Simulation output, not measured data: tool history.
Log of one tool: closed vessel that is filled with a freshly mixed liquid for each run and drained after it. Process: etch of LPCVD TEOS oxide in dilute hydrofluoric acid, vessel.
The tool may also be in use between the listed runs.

run	hour	temperature setpoint of the liquid (°C)	parts of water to one part of 49 % hydrofluoric acid (parts by volume)	time in the liquid (s)	thickness taken off the LPCVD TEOS oxide on a monitor wafer (angstrom)
1	0.0	21.0	180	330	296.41
2	8.5	21.0	180	330	296.90
3	15.9	22.5	175	330	323.81
4	19.3	24.0	175	330	343.59
5	22.9	25.0	170	330	368.34
6	28.9	25.0	215	330	283.56
7	32.1	29.0	145	330	517.21
8	39.9	28.5	145	330	515.17
9	46.1	28.0	145	330	499.70
10	51.2	27.5	145	330	489.52

Run 11 comes next. What will it give?
11	54.9	27.0	145	330	?

thickness taken off the LPCVD TEOS oxide on a monitor wafer (angstrom): 480.14
